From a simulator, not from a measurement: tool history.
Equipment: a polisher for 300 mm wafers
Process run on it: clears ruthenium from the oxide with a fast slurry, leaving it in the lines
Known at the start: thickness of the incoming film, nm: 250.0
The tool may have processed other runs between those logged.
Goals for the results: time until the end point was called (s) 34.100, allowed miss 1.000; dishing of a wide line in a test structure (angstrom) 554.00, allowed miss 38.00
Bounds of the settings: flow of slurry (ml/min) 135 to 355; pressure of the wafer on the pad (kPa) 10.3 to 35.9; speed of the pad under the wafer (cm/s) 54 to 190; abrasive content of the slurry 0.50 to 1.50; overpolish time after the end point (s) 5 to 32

run,hour,flow of slurry (ml/min),pressure of the wafer on the pad (kPa),speed of the pad under the wafer (cm/s),abrasive content of the slurry,overpolish time after the end point (s),time until the end point was called (s),dishing of a wide line in a test structure (angstrom)
1,0.0,225,22.8,122,1.00,16,53.368,600.44
2,4.5,230,24.1,122,1.00,15,50.532,623.01
3,5.6,230,24.1,140,1.00,15,44.437,678.15
4,9.7,230,24.8,140,1.00,13,42.713,630.00
5,17.7,230,25.5,140,1.00,12,42.489,609.58
6,19.8,235,26.2,140,1.00,11,41.499,574.16
7,22.0,235,26.9,140,1.00,10,39.845,544.89
8,29.8,235,27.6,140,1.00,10,39.201,535.58
9,34.9,235,28.3,140,1.00,10,38.409,537.86
10,38.3,235,29.0,140,1.00,10,37.146,545.80
11,41.6,235,29.6,140,1.00,10,36.146,566.79
12,44.9,240,30.3,140,1.00,9,35.352,533.31

Exercise: of the 5 proposed moves below, exactly one satisfies all targets within the stated allowed misses. Which move is it?
A,48.2,245,31.0,122,1.05,10,?,?
B,48.2,230,33.1,154,0.55,9,?,?
C,48.2,350,34.5,110,1.10,10,?,?
D,48.2,235,26.9,150,1.00,11,?,?
E,48.2,225,31.0,136,1.15,9,?,?

move,time until the end point was called (s),dishing of a wide line in a test structure (angstrom)
A,38.448,553.58
B,37.113,521.96
C,36.196,582.02
D,37.593,610.10
E,34.184,559.23
A: lands further from the targets than the last run did
B: lands further from the targets than the last run did
C: lands further from the targets than the last run did
D: lands further from the targets than the last run did
E: each result inside its tolerance
So the answer is move E, the one that meets all the targets.
